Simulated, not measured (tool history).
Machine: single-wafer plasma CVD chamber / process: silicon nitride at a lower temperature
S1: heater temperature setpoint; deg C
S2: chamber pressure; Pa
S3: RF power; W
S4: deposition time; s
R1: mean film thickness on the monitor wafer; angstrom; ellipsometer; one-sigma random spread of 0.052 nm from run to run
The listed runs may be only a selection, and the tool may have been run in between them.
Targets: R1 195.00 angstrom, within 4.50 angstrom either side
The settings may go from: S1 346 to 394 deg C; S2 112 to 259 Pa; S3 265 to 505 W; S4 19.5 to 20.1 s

run,hour,S1,S2,S3,S4,R1
1,0.0,370,185,385,19.5,242.01
2,8.5,370,185,420,19.5,255.26
3,12.9,370,172,420,19.5,249.61
4,15.1,370,167,410,19.5,243.45
5,20.0,370,189,410,19.5,253.71
6,22.0,370,183,400,19.5,247.88
7,29.2,370,176,390,19.5,241.54
8,33.5,370,171,380,19.5,234.41
9,42.4,370,171,380,19.5,235.24

Exercise: of the 5 proposed moves below, exactly one satisfies all targets within the stated allowed misses. Which move is it?
A,51.3,372,151,330,19.5,?
B,51.3,367,149,300,19.5,?
C,51.3,360,163,315,19.5,?
D,51.3,373,173,470,20.1,?
E,51.3,370,151,330,19.5,?

move,R1
A,207.97
B,196.15
C,208.25
D,274.29
E,208.12
A: nearer the targets than the last run, but a result is still out of spec
B: hits every target within its allowed miss
C: nearer the targets than the last run, but a result is still out of spec
D: further off than the last run
E: nearer the targets than the last run, but a result is still out of spec
Answer: B
